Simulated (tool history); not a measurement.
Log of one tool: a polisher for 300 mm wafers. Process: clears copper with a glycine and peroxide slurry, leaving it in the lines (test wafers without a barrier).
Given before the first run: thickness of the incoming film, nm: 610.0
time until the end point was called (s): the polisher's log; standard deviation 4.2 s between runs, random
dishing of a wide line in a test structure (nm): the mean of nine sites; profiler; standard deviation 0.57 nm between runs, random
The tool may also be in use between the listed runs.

run	hour	flow of slurry (ml/min)	pressure of the wafer on the pad (kPa)	speed of the pad under the wafer (cm/s)	overpolish time after the end point (s)	time until the end point was called (s)	dishing of a wide line in a test structure (nm)
1	0	125	20.7	90	8	110.11	33.947
2	5.9	120	17.9	82	9	131.81	29.762
3	13.3	115	15.9	76	10	157.56	29.418
4	20.5	110	14.5	74	10	170.14	27.408
5	25.1	110	13.1	72	10	190.42	25.931
6	26.3	110	12.4	72	10	196.53	24.527
# hour 28.3: slurry nozzle cleaned
7	28.3	110	11.7	72	10	190.28	24.639

For run 8, what comes out?
8	32.1	105	11	70	10	?	?

{"run 8": {"time until the end point was called (s)": 196.24, "dishing of a wide line in a test structure (nm)": 21.937}}
